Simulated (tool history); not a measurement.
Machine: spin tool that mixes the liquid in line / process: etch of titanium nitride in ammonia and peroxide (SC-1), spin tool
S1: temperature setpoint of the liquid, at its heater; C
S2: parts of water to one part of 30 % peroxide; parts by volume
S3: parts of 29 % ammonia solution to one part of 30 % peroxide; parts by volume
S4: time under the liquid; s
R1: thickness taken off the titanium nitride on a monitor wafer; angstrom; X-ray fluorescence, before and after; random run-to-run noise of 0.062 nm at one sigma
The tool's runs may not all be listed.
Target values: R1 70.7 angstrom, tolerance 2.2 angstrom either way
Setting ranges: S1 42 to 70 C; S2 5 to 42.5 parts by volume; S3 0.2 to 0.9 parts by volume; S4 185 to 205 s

run,hour,S1,S2,S3,S4,R1
1,0,58,23.5,0.5,185,131.18
2,3.1,64.5,23.5,0.5,185,201.83
3,3.8,68,23.5,0.5,185,249.87
4,8.6,68,23.5,0.4,185,239.55
5,16.5,64.5,23.5,0.4,185,193.86
6,21.5,64.5,23.5,0.4,205,212.5
7,29.2,61,23.5,0.4,205,170.72
8,30.5,58.5,23.5,0.4,205,145.12
9,34.3,56.5,23.5,0.4,205,127.15
10,35.5,55,23.5,0.4,205,113.08
11,41.2,53.5,23.5,0.4,205,104.2
12,42.4,52.5,23.5,0.4,205,96.774
13,45.4,51.5,23.5,0.4,205,89.671
14,52.4,47.5,23.5,0.4,205,68.53

Next run, 4 choices. One meets every target within its allowed miss, the rest don't. Which?
A,59.4,47.5,24,0.35,205,?
B,59.4,50,30.5,0.4,195,?
C,59.4,48.5,23.5,0.45,185,?
D,59.4,49,23,0.25,205,?

move,R1
A,64.867
B,65.804
C,66.689
D,69.222
A: moves away from the targets compared with the last run
B: moves away from the targets compared with the last run
C: moves away from the targets compared with the last run
D: meets every target
The right move is D.

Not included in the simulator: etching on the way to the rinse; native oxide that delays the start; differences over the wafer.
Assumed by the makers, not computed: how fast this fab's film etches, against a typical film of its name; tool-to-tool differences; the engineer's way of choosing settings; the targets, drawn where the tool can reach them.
